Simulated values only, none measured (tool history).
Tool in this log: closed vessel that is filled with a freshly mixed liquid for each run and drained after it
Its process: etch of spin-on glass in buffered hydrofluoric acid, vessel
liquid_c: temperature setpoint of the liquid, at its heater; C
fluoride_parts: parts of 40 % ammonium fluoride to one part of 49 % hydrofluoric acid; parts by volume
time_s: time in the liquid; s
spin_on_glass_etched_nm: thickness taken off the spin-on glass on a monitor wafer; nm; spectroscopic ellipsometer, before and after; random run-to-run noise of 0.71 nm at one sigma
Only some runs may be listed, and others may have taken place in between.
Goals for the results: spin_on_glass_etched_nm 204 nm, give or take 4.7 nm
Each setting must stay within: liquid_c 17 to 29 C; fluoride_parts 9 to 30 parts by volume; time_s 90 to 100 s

run    day  liquid_c  fluoride_parts  time_s  spin_on_glass_etched_nm
  1      0        21              24      90                   133.48
  2  0.296        22              24      90                   141.34
  3  0.483        23              24      90                   149.03
  4  0.833        23            17.5      90                   191.86
  5  0.929        23            17.5      90                   193.29
  6  0.962        23            22.5      90                   155.56
  7  1.225        24            22.5      90                   164.37
  8  1.483      24.5            22.5      90                   167.78
  9  1.662        25            22.5      90                   174.94
 10    1.8      25.5            22.5      90                      179
 11    2.1        26            22.5      90                   183.64

Which of these 4 next moves meets every target?
  A  2.4        29              30      90                        ?
  B  2.4      28.5            21.5      90                        ?
  C  2.4      26.5            23.5     100                        ?
  D  2.4      22.5              21      90                        ?

move  spin_on_glass_etched_nm
   A                    176.8
   B                   216.08
   C                   203.11
   D                   159.02
A: further off than the last run
B: carries the result that was furthest off beyond its target, to the other side
C: each result inside its tolerance
D: further off than the last run
The move that meets every target is C.
